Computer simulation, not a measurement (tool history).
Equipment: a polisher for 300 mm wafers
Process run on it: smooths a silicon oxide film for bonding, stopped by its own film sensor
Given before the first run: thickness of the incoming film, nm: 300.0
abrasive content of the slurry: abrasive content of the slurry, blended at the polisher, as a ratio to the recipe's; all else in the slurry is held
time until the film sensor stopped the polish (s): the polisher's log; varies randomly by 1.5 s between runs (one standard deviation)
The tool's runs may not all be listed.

run	hour	flow of slurry (ml/min)	pressure of the wafer on the pad (psi)	speed of the pad under the wafer (m/s)	abrasive content of the slurry	target thickness at which the film sensor stops the polish (Å)	time until the film sensor stopped the polish (s)
1	0	240	2.3	1.08	1	2400	81.227
2	2.7	240	2.3	1.08	1.15	2400	76.419
3	5.6	240	2.1	1.08	1.15	2400	85.692
4	12	240	2.1	1.08	1.15	2400	84.014
5	17.4	240	2	1.08	1.15	2400	88.242
6	25.2	240	2	1.08	0.95	2400	95.931
7	25.9	240	1.9	1.08	0.95	2400	101.58
8	34.3	240	1.8	1.08	0.95	2400	105.85

For run 9, what comes out?
9	41.9	240	1.8	1.08	0.95	2400	?

{"run 9": {"time until the film sensor stopped the polish (s)": 104.01}}
